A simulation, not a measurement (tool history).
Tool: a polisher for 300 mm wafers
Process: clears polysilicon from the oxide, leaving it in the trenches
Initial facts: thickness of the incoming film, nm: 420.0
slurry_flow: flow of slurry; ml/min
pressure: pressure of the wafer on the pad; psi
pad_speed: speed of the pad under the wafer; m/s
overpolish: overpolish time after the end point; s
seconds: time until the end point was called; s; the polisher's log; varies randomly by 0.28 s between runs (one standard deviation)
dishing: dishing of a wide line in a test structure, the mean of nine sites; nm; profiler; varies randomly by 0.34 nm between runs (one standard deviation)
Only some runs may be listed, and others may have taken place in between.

{"run": 1, "hour": 0.0, "slurry_flow": 285, "pressure": 3.1, "pad_speed": 0.82, "overpolish": 17, "seconds": 29.603, "dishing": 34.259}
{"run": 2, "hour": 8.6, "slurry_flow": 285, "pressure": 3.0, "pad_speed": 0.82, "overpolish": 13, "seconds": 30.131, "dishing": 33.739}
{"run": 3, "hour": 11.3, "slurry_flow": 285, "pressure": 3.0, "pad_speed": 0.64, "overpolish": 13, "seconds": 37.389, "dishing": 33.006}
{"run": 4, "hour": 19.4, "slurry_flow": 215, "pressure": 3.0, "pad_speed": 0.64, "overpolish": 13, "seconds": 38.742, "dishing": 33.512}
{"run": 5, "hour": 27.0, "slurry_flow": 215, "pressure": 3.0, "pad_speed": 0.52, "overpolish": 13, "seconds": 45.924, "dishing": 32.791}
{"run": 6, "hour": 29.4, "slurry_flow": 240, "pressure": 3.0, "pad_speed": 0.52, "overpolish": 13, "seconds": 45.733, "dishing": 32.257}
{"run": 7, "hour": 33.7, "slurry_flow": 310, "pressure": 3.4, "pad_speed": 0.48, "overpolish": 10, "seconds": 41.908, "dishing": 31.584}
{"run": 8, "hour": 35.5, "slurry_flow": 390, "pressure": 4.3, "pad_speed": 0.44, "overpolish": 5, "seconds": 36.306, "dishing": 27.454}
{"run": 9, "hour": 38.3, "slurry_flow": 380, "pressure": 4.4, "pad_speed": 0.44, "overpolish": 6, "seconds": 36.076, "dishing": 29.391}
{"run": 10, "hour": 42.0, "slurry_flow": 400, "pressure": 4.5, "pad_speed": 0.44, "overpolish": 6, "seconds": 35.238, "dishing": 28.748}
{"run": 11, "hour": 46.5, "slurry_flow": 410, "pressure": 4.6, "pad_speed": 0.44, "overpolish": 6, "seconds": 34.5, "dishing": 29.223}
{"run": 12, "hour": 54.3, "slurry_flow": 410, "pressure": 4.6, "pad_speed": 0.44, "overpolish": 6, "seconds": 34.337, "dishing": 29.232}
{"run": 13, "hour": 60.5, "slurry_flow": 420, "pressure": 4.6, "pad_speed": 0.44, "overpolish": 6, "seconds": 34.731, "dishing": 29.575}
{"run": 14, "hour": 64.3, "slurry_flow": 395, "pressure": 4.6, "pad_speed": 0.44, "overpolish": 6, "seconds": 34.708, "dishing": 28.848}
{"run": 15, "hour": 65.9, "slurry_flow": 385, "pressure": 4.7, "pad_speed": 0.44, "overpolish": 6, "seconds": 34.177, "dishing": 29.75}
{"run": 16, "hour": 69.0, "slurry_flow": 385, "pressure": 4.7, "pad_speed": 0.44, "overpolish": 6, "seconds": 34.068, "dishing": 29.846}
{"run": 17, "hour": 71.0, "slurry_flow": 405, "pressure": 4.7, "pad_speed": 0.44, "overpolish": 6, "seconds": 34.218, "dishing": 29.57}
{"run": 18, "hour": 79.4, "slurry_flow": 405, "pressure": 4.7, "pad_speed": 0.44, "overpolish": 6, "seconds": 33.475, "dishing": 29.174}
{"run": 19, "hour": 81.6, "slurry_flow": 405, "pressure": 4.7, "pad_speed": 0.44, "overpolish": 6, "seconds": 33.797, "dishing": 29.376}
{"run": 20, "hour": 87.1, "slurry_flow": 420, "pressure": 4.7, "pad_speed": 0.44, "overpolish": 6, "seconds": 34.121, "dishing": 29.401}
{"run": 21, "hour": 93.6, "slurry_flow": 430, "pressure": 4.6, "pad_speed": 0.46, "overpolish": 6, "seconds": 33.217, "dishing": 29.66}
{"run": 22, "hour": 100.3, "slurry_flow": 395, "pressure": 4.7, "pad_speed": 0.46, "overpolish": 6, "seconds": 32.841, "dishing": 29.783}
{"run": 23, "hour": 105.3, "slurry_flow": 410, "pressure": 4.6, "pad_speed": 0.46, "overpolish": 6, "seconds": 33.313, "dishing": 29.512}
{"run": 24, "hour": 114.2, "slurry_flow": 420, "pressure": 4.6, "pad_speed": 0.46, "overpolish": 6, "seconds": 33.209, "dishing": 30.245}
{"run": 25, "hour": 115.2, "slurry_flow": 395, "pressure": 4.7, "pad_speed": 0.46, "overpolish": 6, "seconds": 33.249, "dishing": 30.219}
{"run": 26, "hour": 116.4, "slurry_flow": 410, "pressure": 4.6, "pad_speed": 0.46, "overpolish": 6, "seconds": 33.607, "dishing": 29.401}
{"run": 27, "hour": 119.3, "slurry_flow": 420, "pressure": 4.6, "pad_speed": 0.46, "overpolish": 6, "seconds": 33.314, "dishing": 29.626}
{"run": 28, "hour": 123.1, "slurry_flow": 430, "pressure": 4.6, "pad_speed": 0.46, "overpolish": 6, "seconds": 33.126, "dishing": 29.185}

Run 29 is up next; what results do you expect?
{"run": 29, "hour": 125.5, "slurry_flow": 435, "pressure": 4.5, "pad_speed": 0.46, "overpolish": 6, "seconds": "?", "dishing": "?"}

{"run 29": {"seconds": 34.201, "dishing": 30.205}}
